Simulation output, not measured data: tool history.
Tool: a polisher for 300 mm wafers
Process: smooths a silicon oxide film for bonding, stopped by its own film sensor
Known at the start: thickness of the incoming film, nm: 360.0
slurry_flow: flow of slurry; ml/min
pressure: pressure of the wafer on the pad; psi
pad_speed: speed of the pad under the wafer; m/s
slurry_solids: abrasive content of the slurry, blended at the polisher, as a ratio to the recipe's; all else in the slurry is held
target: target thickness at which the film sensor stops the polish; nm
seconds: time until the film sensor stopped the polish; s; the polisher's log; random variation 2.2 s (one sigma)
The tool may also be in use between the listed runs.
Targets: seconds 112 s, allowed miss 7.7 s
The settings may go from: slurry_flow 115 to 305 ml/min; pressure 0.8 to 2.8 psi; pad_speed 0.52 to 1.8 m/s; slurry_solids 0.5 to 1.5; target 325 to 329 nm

run  hour  slurry_flow  pressure  pad_speed  slurry_solids  target  seconds
  1     0          195       1.8       1.16              1     325   59.428
  2   3.8          195       1.8       1.16              1     325   57.246
  3   7.7          195       1.8       1.16            0.8     325   64.744
  4    11          195       1.7       1.14            0.8     325   72.992
  5  16.4          195       1.6       1.14            0.8     325   77.881
  6  21.9          195       1.8       1.14            0.8     325   66.943
  7  25.5          195       1.7       1.14            0.8     325   68.468
  8  34.4          195       1.6       1.12            0.8     325   78.046
     42.3  -- slurry blender recalibrated
  9  42.3          195       1.5       1.12            0.8     325   74.837

Which of these 5 next moves meets every target?
  A  50.2          180       1.4       1.22            0.6     325        ?
  B  50.2          175       1.6       0.94            0.7     325        ?
  C  50.2          200       1.5       1.06           0.65     325        ?
  D  50.2          180       1.1       0.84            0.7     325        ?
  E  50.2          185       1.2       0.98           0.65     325        ?

move  seconds
   A    90.15
   B    88.63
   C   88.001
   D   132.12
   E   114.32
A: nearer than the last run, and not there yet
B: nearer than the last run, and not there yet
C: nearer than the last run, and not there yet
D: takes the result that was furthest off past its target
E: meets every target
Move E is the one to make.

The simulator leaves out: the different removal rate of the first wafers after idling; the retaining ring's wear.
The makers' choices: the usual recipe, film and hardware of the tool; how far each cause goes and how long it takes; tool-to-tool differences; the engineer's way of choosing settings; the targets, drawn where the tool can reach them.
